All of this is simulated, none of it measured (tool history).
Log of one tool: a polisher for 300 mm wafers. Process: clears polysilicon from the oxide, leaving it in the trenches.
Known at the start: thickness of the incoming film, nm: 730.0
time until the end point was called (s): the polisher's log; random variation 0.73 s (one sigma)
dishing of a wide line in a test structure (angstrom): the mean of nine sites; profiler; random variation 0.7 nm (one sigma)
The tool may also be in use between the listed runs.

| run | hour | flow of slurry (ml/min) | pressure of the wafer on the pad (kPa) | speed of the pad under the wafer (cm/s) | overpolish time after the end point (s) | time until the end point was called (s) | dishing of a wide line in a test structure (angstrom) |
|---|---|---|---|---|---|---|---|
| 1 | 0 | 240 | 13.8 | 116 | 10 | 54.323 | 496.68 |
| 2 | 6.4 | 240 | 13.8 | 90 | 10 | 69.449 | 466.23 |
| 3 | 11.9 | 240 | 15.9 | 90 | 10 | 59.043 | 475.67 |
| 4 | 13.5 | 245 | 16.5 | 84 | 9 | 59.893 | 471.75 |
| 5 | 20.9 | 285 | 16.5 | 84 | 9 | 61.13 | 447.54 |
| 6 | 21.5 | 285 | 16.5 | 84 | 13 | 61.312 | 518.12 |
| 7 | 29.3 | 300 | 17.2 | 82 | 11 | 59.751 | 507.09 |
| 8 | 32.9 | 270 | 17.2 | 84 | 10 | 56.966 | 494.23 |

Forecast run 9:
| 9 | 36.8 | 290 | 16.5 | 92 | 9 | ? | ? |

{"run 9": {"time until the end point was called (s)": 57.573, "dishing of a wide line in a test structure (angstrom)": 482.47}}
